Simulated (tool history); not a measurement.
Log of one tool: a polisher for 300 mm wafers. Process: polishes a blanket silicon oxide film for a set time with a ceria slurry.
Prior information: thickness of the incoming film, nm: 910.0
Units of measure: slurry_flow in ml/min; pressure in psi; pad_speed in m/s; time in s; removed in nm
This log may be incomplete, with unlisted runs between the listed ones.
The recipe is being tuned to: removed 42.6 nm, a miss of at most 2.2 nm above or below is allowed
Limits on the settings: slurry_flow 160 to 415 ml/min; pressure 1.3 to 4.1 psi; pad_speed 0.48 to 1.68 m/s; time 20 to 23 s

run	hour	slurry_flow	pressure	pad_speed	time	removed
1	0	265	2.7	1.08	23	97.69
2	4.3	265	2.7	1.28	23	110.5
3	12	265	2.7	1.14	23	105.39
4	15.8	315	2.7	1.14	23	104.13
5	21.9	315	3	1.14	23	115.81
6	29.7	315	3	1.14	20	99.723
7	38.7	315	2.7	1.02	20	80.999
8	46.4	310	2	0.78	20	50.025
9	48.9	310	1.9	0.78	20	47.17
10	57	310	1.8	0.78	20	44.793

Pick the move, out of 5, that brings all results within their allowed miss; only one does.
A	65.1	300	1.7	0.76	23	?
B	65.1	290	2.4	0.6	21	?
C	65.1	295	1.8	0.74	20	?
D	65.1	370	1.4	1.02	21	?
E	65.1	415	2.1	0.7	20	?

move	removed
A	48.821
B	52.137
C	43.883
D	47.376
E	50.168
A: the biggest miss grows against the last run
B: the biggest miss grows against the last run
C: every result lands within tolerance
D: the biggest miss grows against the last run
E: the biggest miss grows against the last run
Correct choice: C, which meets every target

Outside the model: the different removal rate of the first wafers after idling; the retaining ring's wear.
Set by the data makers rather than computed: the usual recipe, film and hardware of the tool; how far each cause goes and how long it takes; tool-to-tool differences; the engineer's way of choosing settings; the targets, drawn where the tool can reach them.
